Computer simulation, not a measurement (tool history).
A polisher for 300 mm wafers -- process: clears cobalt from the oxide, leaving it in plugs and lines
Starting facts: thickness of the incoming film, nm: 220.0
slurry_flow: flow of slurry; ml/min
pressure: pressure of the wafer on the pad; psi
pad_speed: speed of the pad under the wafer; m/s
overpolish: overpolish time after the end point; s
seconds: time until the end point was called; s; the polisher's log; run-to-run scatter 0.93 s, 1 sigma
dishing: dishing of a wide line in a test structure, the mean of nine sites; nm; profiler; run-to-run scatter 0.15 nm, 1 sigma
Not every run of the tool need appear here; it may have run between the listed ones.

run	hour	slurry_flow	pressure	pad_speed	overpolish	seconds	dishing
1	0	150	1.6	1	9	62.266	26.063
2	1.7	150	1.6	0.86	9	70.758	24.731
3	9.2	140	1.5	0.96	8	68.65	22.666
4	13.6	140	1.5	0.96	6	67.912	17.9
5	16.2	175	1.5	0.96	6	63.393	18.455
6	23.2	155	1.5	0.96	6	65.248	17.937
7	30.6	115	1.8	0.96	3	59.726	11.072
8	37	120	1.8	0.96	3	58.574	11.094
9	45	125	1.8	0.98	3	56.322	11.517
10	53.2	130	1.8	1	3	56.667	11.707
11	60.1	135	1.8	1.02	3	54.784	11.87
12	61.2	140	1.7	1.04	3	57.674	11.523
13	65.6	135	1.7	1.06	6	56.333	20.526
14	69.5	140	1.7	1.04	6	56.892	20.65
15	77.3	145	1.7	1.02	6	57.662	20.174
16	83.7	145	1.7	1	6	56.979	20.49

What will run 17 give?
17	85.7	140	1.7	1	6	?	?

Run 17 produced seconds 58.869 s, dishing 20.392 nm.
